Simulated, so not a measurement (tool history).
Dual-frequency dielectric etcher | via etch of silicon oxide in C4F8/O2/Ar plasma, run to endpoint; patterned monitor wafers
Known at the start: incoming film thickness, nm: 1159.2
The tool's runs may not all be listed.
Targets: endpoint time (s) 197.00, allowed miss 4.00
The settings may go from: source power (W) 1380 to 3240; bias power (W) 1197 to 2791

| run | hour | source power (W) | bias power (W) | endpoint time (s) |
|---|---|---|---|---|
| 1 | 0.0 | 2310 | 1994 | 217.41 |
| 2 | 2.9 | 2310 | 2121 | 213.77 |
| 3 | 3.7 | 2310 | 1844 | 221.67 |
| 4 | 7.0 | 2440 | 1871 | 218.23 |
| 5 | 10.0 | 2570 | 1910 | 214.04 |
| 6 | 13.0 | 2570 | 1701 | 219.24 |
| 7 | 19.8 | 2690 | 1760 | 212.95 |
| 8 | 28.4 | 2780 | 1784 | 209.98 |
| 9 | 32.8 | 2860 | 1804 | 206.02 |
| 10 | 37.5 | 3120 | 1854 | 202.35 |

5 next moves are on the table. One of them brings every result within its allowed miss. Which?
| A | 42.2 | 2920 | 1686 | ? |
| B | 42.2 | 2930 | 1862 | ? |
| C | 42.2 | 3240 | 1918 | ? |
| D | 42.2 | 3000 | 1732 | ? |
| E | 42.2 | 3240 | 1562 | ? |

| move | endpoint time (s) |
|---|---|
| A | 211.27 |
| B | 206.61 |
| C | 198.79 |
| D | 208.28 |
| E | 207.55 |
A: further off than the last run
B: further off than the last run
C: meets every target
D: further off than the last run
E: further off than the last run
The right move is C.

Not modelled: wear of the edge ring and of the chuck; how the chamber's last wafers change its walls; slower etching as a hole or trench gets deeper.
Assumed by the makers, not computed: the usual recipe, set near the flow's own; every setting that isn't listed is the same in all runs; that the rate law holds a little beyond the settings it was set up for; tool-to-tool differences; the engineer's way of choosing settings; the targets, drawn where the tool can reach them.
